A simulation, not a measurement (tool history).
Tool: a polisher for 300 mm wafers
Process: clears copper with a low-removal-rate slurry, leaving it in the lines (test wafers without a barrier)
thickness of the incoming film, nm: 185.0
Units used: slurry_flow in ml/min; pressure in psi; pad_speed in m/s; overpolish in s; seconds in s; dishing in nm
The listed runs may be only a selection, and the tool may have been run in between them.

run	hour	slurry_flow	pressure	pad_speed	slurry_solids	overpolish	seconds	dishing
1	0	270	2.3	0.84	1	21	113.43	23.285
2	7.2	270	2.1	0.9	1	17	112.18	20.851
3	11.4	265	2.5	0.76	0.95	14	120.69	16.229
4	15.7	285	2.8	0.72	0.8	12	117.69	14.515
5	20.8	285	3.2	0.72	0.8	12	108.51	15.425
6	22.7	335	3.2	0.72	0.8	12	105.85	15.569
7	24.2	360	3.3	0.7	0.7	10	108.38	13.389
# hour 32.7: slurry nozzle cleaned
8	32.7	375	3.4	0.7	0.65	9	103.96	12.434

Run 9 is up next; what results do you expect?
9	36	390	3.5	0.7	0.6	8	?	?

Run 9 yielded seconds 101.77 s, dishing 10.795 nm.
